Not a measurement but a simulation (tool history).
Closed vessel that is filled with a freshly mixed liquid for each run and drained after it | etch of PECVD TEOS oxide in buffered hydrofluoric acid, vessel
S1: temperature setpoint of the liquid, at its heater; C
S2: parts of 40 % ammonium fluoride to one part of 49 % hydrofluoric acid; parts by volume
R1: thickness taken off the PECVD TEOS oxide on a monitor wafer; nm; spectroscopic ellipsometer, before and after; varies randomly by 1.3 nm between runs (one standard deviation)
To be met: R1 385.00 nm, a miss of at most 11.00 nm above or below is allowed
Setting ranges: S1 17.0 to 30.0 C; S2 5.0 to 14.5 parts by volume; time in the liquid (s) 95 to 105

Run 1, hour 0.0: S1 22.0 C, S2 9.0 parts by volume, time in the liquid (s) 95. Result: R1 263.63 nm.
Run 2, hour 4.6: S1 22.0 C, S2 9.0 parts by volume, time in the liquid (s) 105. Result: R1 291.42 nm.
Run 3, hour 12.5: S1 22.5 C, S2 9.0 parts by volume, time in the liquid (s) 105. Result: R1 298.80 nm.
Run 4, hour 19.3: S1 22.5 C, S2 9.0 parts by volume, time in the liquid (s) 95. Result: R1 271.25 nm.
Run 5, hour 22.2: S1 22.5 C, S2 9.0 parts by volume, time in the liquid (s) 95. Result: R1 270.95 nm.
Run 6, hour 27.9: S1 23.0 C, S2 9.0 parts by volume, time in the liquid (s) 95. Result: R1 279.08 nm.
Run 7, hour 33.9: S1 23.5 C, S2 9.0 parts by volume, time in the liquid (s) 95. Result: R1 285.58 nm.
Run 8, hour 34.6: S1 24.0 C, S2 9.0 parts by volume, time in the liquid (s) 95. Result: R1 294.24 nm.
Run 9, hour 38.5: S1 28.0 C, S2 9.0 parts by volume, time in the liquid (s) 95. Result: R1 362.40 nm.
Run 10, hour 44.8: S1 28.5 C, S2 9.0 parts by volume, time in the liquid (s) 95. Result: R1 372.49 nm.

Consider the 5 candidate settings below. Which is the only one whose results all fall within their allowed miss of target?
Run A, hour 51.1: S1 28.5 C, S2 10.0 parts by volume, time in the liquid (s) 100. Result: R1 ?.
Run B, hour 51.1: S1 27.0 C, S2 9.0 parts by volume, time in the liquid (s) 95. Result: R1 ?.
Run C, hour 51.1: S1 28.5 C, S2 9.5 parts by volume, time in the liquid (s) 95. Result: R1 ?.
Run D, hour 51.1: S1 26.5 C, S2 9.0 parts by volume, time in the liquid (s) 100. Result: R1 ?.
Run E, hour 51.1: S1 30.0 C, S2 11.0 parts by volume, time in the liquid (s) 105. Result: R1 ?.

move      R1
   A  371.33
   B  348.00
   C  364.33
   D  356.65
   E  384.63
A: further off than the last run
B: further off than the last run
C: further off than the last run
D: further off than the last run
E: all results in spec
Move E is the one to make.
